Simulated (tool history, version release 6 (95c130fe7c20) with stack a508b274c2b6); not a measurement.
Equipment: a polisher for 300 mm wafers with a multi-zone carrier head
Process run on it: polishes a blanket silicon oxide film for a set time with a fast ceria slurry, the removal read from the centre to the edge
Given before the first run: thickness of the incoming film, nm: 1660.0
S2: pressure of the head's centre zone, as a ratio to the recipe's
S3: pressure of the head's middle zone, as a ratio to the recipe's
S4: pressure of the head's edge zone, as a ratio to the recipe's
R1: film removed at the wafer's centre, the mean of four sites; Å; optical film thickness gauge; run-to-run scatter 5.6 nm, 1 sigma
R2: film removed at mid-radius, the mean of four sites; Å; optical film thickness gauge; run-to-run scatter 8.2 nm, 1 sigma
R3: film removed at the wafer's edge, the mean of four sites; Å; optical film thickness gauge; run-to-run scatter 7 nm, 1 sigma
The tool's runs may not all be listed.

{"run": 1, "hour": 0.0, "flow of slurry (ml/min)": 200, "S2": 1.0, "S3": 1.0, "S4": 1.0, "polishing time (s)": 76, "R1": 6755.5, "R2": 6823.4, "R3": 6672.7}
{"run": 2, "hour": 2.5, "flow of slurry (ml/min)": 215, "S2": 0.99, "S3": 1.04, "S4": 1.01, "polishing time (s)": 76, "R1": 6743.2, "R2": 6852.2, "R3": 6566.4}
{"run": 3, "hour": 5.1, "flow of slurry (ml/min)": 175, "S2": 0.99, "S3": 1.04, "S4": 1.01, "polishing time (s)": 76, "R1": 6657.8, "R2": 6694.6, "R3": 6573.2}
{"run": 4, "hour": 11.8, "flow of slurry (ml/min)": 195, "S2": 0.97, "S3": 1.08, "S4": 1.01, "polishing time (s)": 78, "R1": 6751.0, "R2": 7104.9, "R3": 6901.4}
{"run": 5, "hour": 15.4, "flow of slurry (ml/min)": 195, "S2": 0.92, "S3": 1.08, "S4": 1.01, "polishing time (s)": 78, "R1": 6298.3, "R2": 7191.7, "R3": 6815.0}
{"run": 6, "hour": 22.3, "flow of slurry (ml/min)": 195, "S2": 0.92, "S3": 1.15, "S4": 1.01, "polishing time (s)": 78, "R1": 6399.2, "R2": 7308.0, "R3": 6729.1}
{"run": 7, "hour": 25.0, "flow of slurry (ml/min)": 195, "S2": 0.92, "S3": 1.15, "S4": 1.01, "polishing time (s)": 78, "R1": 6350.2, "R2": 7498.9, "R3": 6714.9}

The next listed run, before its measurement:
{"run": 8, "hour": 33.2, "flow of slurry (ml/min)": 205, "S2": 0.93, "S3": 1.16, "S4": 1.02, "polishing time (s)": 79, "R1": "?", "R2": "?", "R3": "?"}

{"run 8": {"R1": 6611.0, "R2": 7708.9, "R3": 6942.9}}

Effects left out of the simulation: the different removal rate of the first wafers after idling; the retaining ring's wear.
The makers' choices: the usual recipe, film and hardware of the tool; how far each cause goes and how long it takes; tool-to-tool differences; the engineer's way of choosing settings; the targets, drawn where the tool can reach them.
